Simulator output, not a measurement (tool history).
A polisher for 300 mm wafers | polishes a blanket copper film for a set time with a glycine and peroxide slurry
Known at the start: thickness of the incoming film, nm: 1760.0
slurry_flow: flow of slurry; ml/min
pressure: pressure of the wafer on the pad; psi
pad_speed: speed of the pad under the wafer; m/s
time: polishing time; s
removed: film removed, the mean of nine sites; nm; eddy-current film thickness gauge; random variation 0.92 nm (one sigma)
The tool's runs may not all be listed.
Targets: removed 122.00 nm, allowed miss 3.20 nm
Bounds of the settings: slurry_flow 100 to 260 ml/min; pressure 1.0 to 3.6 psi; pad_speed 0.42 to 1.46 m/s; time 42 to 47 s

run,hour,slurry_flow,pressure,pad_speed,time,removed
1,0.0,165,2.3,0.94,47,196.72
2,5.2,125,2.3,0.94,47,187.58
3,8.4,125,2.7,0.94,47,205.97
4,13.7,120,2.4,0.92,47,189.25
5,19.5,120,2.4,0.92,47,189.36
6,25.5,120,2.1,0.92,47,178.67
7,26.1,120,1.9,0.88,47,165.38
8,31.2,120,1.7,0.84,47,155.76

5 next moves are on the table. One of them brings every result within its allowed miss. Which?
A,36.3,100,1.4,0.90,44,?
B,36.3,160,1.5,0.68,43,?
C,36.3,135,1.5,0.76,43,?
D,36.3,110,2.2,1.02,46,?
E,36.3,120,1.3,0.70,44,?

move,removed
A,133.92
B,129.52
C,131.88
D,184.15
E,121.58
A: nearer than the last run, and not there yet
B: nearer than the last run, and not there yet
C: nearer than the last run, and not there yet
D: further off than the last run
E: meets every target
Move E is the one to make.
